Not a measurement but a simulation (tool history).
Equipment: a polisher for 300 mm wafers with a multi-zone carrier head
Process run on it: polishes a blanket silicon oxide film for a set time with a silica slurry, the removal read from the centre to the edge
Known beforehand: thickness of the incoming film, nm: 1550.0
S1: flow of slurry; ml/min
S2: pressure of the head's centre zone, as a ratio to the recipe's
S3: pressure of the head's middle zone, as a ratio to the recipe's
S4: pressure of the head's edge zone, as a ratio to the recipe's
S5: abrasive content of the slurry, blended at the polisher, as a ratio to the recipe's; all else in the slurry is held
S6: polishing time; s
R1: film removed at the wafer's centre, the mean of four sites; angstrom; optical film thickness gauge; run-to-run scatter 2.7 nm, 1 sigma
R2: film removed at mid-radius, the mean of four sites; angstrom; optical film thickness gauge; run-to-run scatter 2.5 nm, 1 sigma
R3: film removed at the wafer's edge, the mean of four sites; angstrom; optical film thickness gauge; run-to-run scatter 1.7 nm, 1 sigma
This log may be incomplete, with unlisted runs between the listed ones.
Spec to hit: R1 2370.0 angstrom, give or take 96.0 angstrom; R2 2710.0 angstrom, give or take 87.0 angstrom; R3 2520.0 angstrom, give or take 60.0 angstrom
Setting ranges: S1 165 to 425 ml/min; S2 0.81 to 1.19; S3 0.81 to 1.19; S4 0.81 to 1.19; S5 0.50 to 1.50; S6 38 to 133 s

Run 1, day 0.000: S1 275 ml/min, S2 1.00, S3 1.00, S4 1.00, S5 1.00, S6 85 s. Result: R1 3339.0 angstrom, R2 3409.0 angstrom, R3 3362.7 angstrom.
Run 2, day 0.275: S1 270 ml/min, S2 0.96, S3 0.99, S4 0.95, S5 0.85, S6 85 s. Result: R1 2940.2 angstrom, R2 3178.4 angstrom, R3 3022.0 angstrom.
Run 3, day 0.546: S1 270 ml/min, S2 0.96, S3 0.99, S4 0.95, S5 0.70, S6 85 s. Result: R1 2713.1 angstrom, R2 2831.4 angstrom, R3 2743.7 angstrom.
Run 4, day 0.742: S1 260 ml/min, S2 0.93, S3 0.98, S4 0.92, S5 0.70, S6 85 s. Result: R1 2598.6 angstrom, R2 2813.9 angstrom, R3 2705.7 angstrom.
At day 1.017: worn pad replaced by a new one.
Run 5, day 1.017: S1 200 ml/min, S2 0.93, S3 0.98, S4 0.92, S5 0.70, S6 85 s. Result: R1 2900.6 angstrom, R2 3064.0 angstrom, R3 2949.9 angstrom.
Run 6, day 1.296: S1 200 ml/min, S2 0.93, S3 0.98, S4 0.92, S5 0.70, S6 100 s. Result: R1 3367.6 angstrom, R2 3552.3 angstrom, R3 3484.5 angstrom.
Run 7, day 1.379: S1 265 ml/min, S2 0.92, S3 0.97, S4 0.88, S5 0.65, S6 100 s. Result: R1 3278.4 angstrom, R2 3542.7 angstrom, R3 3334.5 angstrom.
Run 8, day 1.692: S1 290 ml/min, S2 0.93, S3 1.00, S4 0.92, S5 0.60, S6 96 s. Result: R1 3124.4 angstrom, R2 3309.0 angstrom, R3 3113.6 angstrom.
Run 9, day 1.833: S1 305 ml/min, S2 0.90, S3 0.97, S4 0.88, S5 0.55, S6 94 s. Result: R1 2729.4 angstrom, R2 3024.4 angstrom, R3 2844.0 angstrom.
Run 10, day 2.092: S1 325 ml/min, S2 0.89, S3 0.95, S4 0.86, S5 0.55, S6 93 s. Result: R1 2742.7 angstrom, R2 2990.1 angstrom, R3 2805.7 angstrom.
Run 11, day 2.392: S1 330 ml/min, S2 0.87, S3 0.94, S4 0.85, S5 0.55, S6 91 s. Result: R1 2652.5 angstrom, R2 2900.8 angstrom, R3 2741.1 angstrom.
Run 12, day 2.608: S1 330 ml/min, S2 0.86, S3 0.94, S4 0.84, S5 0.55, S6 89 s. Result: R1 2614.3 angstrom, R2 2862.1 angstrom, R3 2658.2 angstrom.
Run 13, day 2.796: S1 260 ml/min, S2 0.81, S3 0.93, S4 0.83, S5 0.50, S6 88 s. Result: R1 2212.6 angstrom, R2 2598.6 angstrom, R3 2425.9 angstrom.
Run 14, day 3.075: S1 265 ml/min, S2 0.82, S3 0.94, S4 0.84, S5 0.50, S6 88 s. Result: R1 2246.1 angstrom, R2 2608.5 angstrom, R3 2420.3 angstrom.
Run 15, day 3.229: S1 270 ml/min, S2 0.83, S3 0.95, S4 0.85, S5 0.50, S6 88 s. Result: R1 2268.7 angstrom, R2 2618.1 angstrom, R3 2488.0 angstrom.

Below are 4 possible settings for the next run. Only one of them brings all results inside the allowed miss of their targets. Which is it?
Run A, day 3.383: S1 295 ml/min, S2 0.81, S3 1.12, S4 0.99, S5 0.50, S6 83 s. Result: R1 ?, R2 ?, R3 ?.
Run B, day 3.383: S1 310 ml/min, S2 0.82, S3 0.91, S4 0.93, S5 0.50, S6 87 s. Result: R1 ?, R2 ?, R3 ?.
Run C, day 3.383: S1 305 ml/min, S2 0.86, S3 1.00, S4 0.91, S5 0.60, S6 78 s. Result: R1 ?, R2 ?, R3 ?.
Run D, day 3.383: S1 285 ml/min, S2 0.81, S3 0.97, S4 0.88, S5 0.60, S6 77 s. Result: R1 ?, R2 ?, R3 ?.

move      R1      R2      R3
   A  2137.6  2731.8  2496.1
   B  2271.3  2535.8  2552.7
   C  2367.9  2682.7  2527.7
   D  2208.0  2587.3  2448.0
A: corrects the largest miss of the last run, while another result sits out of spec
B: the biggest miss grows against the last run
C: every result lands within tolerance
D: the biggest miss grows against the last run
Answer: C
